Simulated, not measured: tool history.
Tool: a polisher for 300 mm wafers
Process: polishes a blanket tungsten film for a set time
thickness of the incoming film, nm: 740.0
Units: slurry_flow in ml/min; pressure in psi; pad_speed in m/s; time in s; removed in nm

run,hour,slurry_flow,pressure,pad_speed,slurry_solids,time,removed
1,0.0,185,4.0,1.20,1.0,29,159.390
2,5.8,185,4.0,1.06,1.0,29,142.220
3,12.4,185,4.6,1.06,1.0,29,160.960
4,13.2,180,4.2,1.06,1.0,29,145.760
5,17.5,180,4.2,1.06,0.9,29,145.460
6,20.5,180,5.2,1.06,0.9,29,169.190
7,29.2,175,4.6,1.06,0.9,29,153.440
8,37.8,170,3.5,1.02,0.9,29,121.680

Forecast run 9:
9,40.9,160,2.4,1.00,0.9,29,?

Run 9 gave removed 91.229 nm.
